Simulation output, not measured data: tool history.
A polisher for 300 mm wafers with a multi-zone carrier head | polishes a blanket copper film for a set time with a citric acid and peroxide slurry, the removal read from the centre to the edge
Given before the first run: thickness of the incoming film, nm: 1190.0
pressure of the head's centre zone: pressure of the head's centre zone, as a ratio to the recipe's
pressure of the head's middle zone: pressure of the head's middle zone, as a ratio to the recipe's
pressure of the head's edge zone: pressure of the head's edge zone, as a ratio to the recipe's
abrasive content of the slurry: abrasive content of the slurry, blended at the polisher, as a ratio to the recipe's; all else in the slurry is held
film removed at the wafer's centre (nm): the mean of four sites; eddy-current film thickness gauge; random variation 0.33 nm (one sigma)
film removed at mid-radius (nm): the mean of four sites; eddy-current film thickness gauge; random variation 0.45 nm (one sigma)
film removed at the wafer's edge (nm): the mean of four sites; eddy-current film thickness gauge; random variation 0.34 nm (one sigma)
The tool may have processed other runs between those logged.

| run | hour | flow of slurry (ml/min) | pressure of the head's centre zone | pressure of the head's middle zone | pressure of the head's edge zone | abrasive content of the slurry | polishing time (s) | film removed at the wafer's centre (nm) | film removed at mid-radius (nm) | film removed at the wafer's edge (nm) |
|---|---|---|---|---|---|---|---|---|---|---|
| 1 | 0 | 135 | 1 | 1 | 1 | 1 | 42 | 77.326 | 77.877 | 75.762 |
| 2 | 4.2 | 150 | 1 | 1 | 1 | 1 | 42 | 78.038 | 78.998 | 77.691 |
| 3 | 5.3 | 150 | 1 | 1 | 1.03 | 1 | 42 | 78.7 | 79.358 | 78.829 |
| 4 | 11.2 | 135 | 0.99 | 1 | 0.98 | 0.9 | 40 | 71.449 | 72.745 | 70.714 |
| 5 | 17.9 | 125 | 0.98 | 1 | 0.94 | 0.8 | 38 | 64.524 | 66.885 | 63.848 |
| 6 | 24.4 | 125 | 0.98 | 1 | 0.94 | 0.7 | 38 | 62.313 | 64.933 | 62.184 |
| 7 | 33 | 120 | 0.98 | 1 | 0.91 | 0.65 | 37 | 60.12 | 61.872 | 57.62 |
| 8 | 34.8 | 115 | 0.97 | 0.99 | 0.89 | 0.6 | 37 | 57.189 | 59.414 | 56.91 |
| 9 | 39.2 | 110 | 0.97 | 1 | 0.87 | 0.6 | 36 | 55.513 | 58.86 | 54.865 |
| 10 | 47.9 | 105 | 0.98 | 1 | 0.86 | 0.6 | 36 | 55.279 | 57.361 | 54.316 |
| 11 | 56.4 | 95 | 1 | 1.05 | 0.81 | 0.5 | 34 | 51.007 | 53.775 | 47.695 |

The next listed run, before its measurement:
| 12 | 63 | 95 | 1 | 1.05 | 0.82 | 0.5 | 34 | ? | ? | ? |

For run 12 the tool returned film removed at the wafer's centre (nm) 50.941, film removed at mid-radius (nm) 53.916, film removed at the wafer's edge (nm) 47.467.
